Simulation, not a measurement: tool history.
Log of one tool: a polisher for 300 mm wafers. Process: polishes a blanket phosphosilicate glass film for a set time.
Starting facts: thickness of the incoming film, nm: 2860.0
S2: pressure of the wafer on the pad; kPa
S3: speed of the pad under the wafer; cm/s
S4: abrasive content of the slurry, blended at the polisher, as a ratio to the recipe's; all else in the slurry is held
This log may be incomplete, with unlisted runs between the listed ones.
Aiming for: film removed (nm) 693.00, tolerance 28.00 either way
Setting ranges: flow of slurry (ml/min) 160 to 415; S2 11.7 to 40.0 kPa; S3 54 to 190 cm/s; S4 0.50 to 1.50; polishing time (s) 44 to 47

run 1 hour=0.0 | flow_of_slurry_(ml/min)=265 S2=25.5 S3=122 S4=1.00 polishing_time_(s)=44 | film_removed_(nm)=507.96
run 2 hour=7.7 | flow_of_slurry_(ml/min)=230 S2=25.5 S3=122 S4=1.00 polishing_time_(s)=44 | film_removed_(nm)=498.15
run 3 hour=9.1 | flow_of_slurry_(ml/min)=230 S2=27.6 S3=122 S4=1.00 polishing_time_(s)=44 | film_removed_(nm)=522.85
run 4 hour=16.7 | flow_of_slurry_(ml/min)=245 S2=29.6 S3=122 S4=1.00 polishing_time_(s)=44 | film_removed_(nm)=549.18
run 5 hour=17.8 | flow_of_slurry_(ml/min)=190 S2=29.6 S3=122 S4=1.00 polishing_time_(s)=44 | film_removed_(nm)=545.41
run 6 hour=18.6 | flow_of_slurry_(ml/min)=215 S2=29.6 S3=122 S4=1.00 polishing_time_(s)=44 | film_removed_(nm)=541.14
run 7 hour=19.9 | flow_of_slurry_(ml/min)=215 S2=31.7 S3=124 S4=1.00 polishing_time_(s)=44 | film_removed_(nm)=595.08
run 8 hour=20.4 | flow_of_slurry_(ml/min)=215 S2=33.1 S3=124 S4=1.00 polishing_time_(s)=44 | film_removed_(nm)=606.89

Below are 4 possible settings for the next run. Only one of them brings all results inside the allowed miss of their targets. Which is it?
run A hour=20.9 | flow_of_slurry_(ml/min)=190 S2=29.6 S3=140 S4=1.05 polishing_time_(s)=46 | film_removed_(nm)=?
run B hour=20.9 | flow_of_slurry_(ml/min)=265 S2=34.5 S3=106 S4=1.10 polishing_time_(s)=47 | film_removed_(nm)=?
run C hour=20.9 | flow_of_slurry_(ml/min)=205 S2=36.5 S3=122 S4=1.05 polishing_time_(s)=46 | film_removed_(nm)=?
run D hour=20.9 | flow_of_slurry_(ml/min)=335 S2=38.6 S3=104 S4=1.10 polishing_time_(s)=45 | film_removed_(nm)=?

move=A film_removed_(nm)=645.45
move=B film_removed_(nm)=617.09
move=C film_removed_(nm)=678.11
move=D film_removed_(nm)=644.26
A: better than the last run, though not everything is in spec
B: better than the last run, though not everything is in spec
C: every result lands within tolerance
D: better than the last run, though not everything is in spec
The move that meets every target is C.
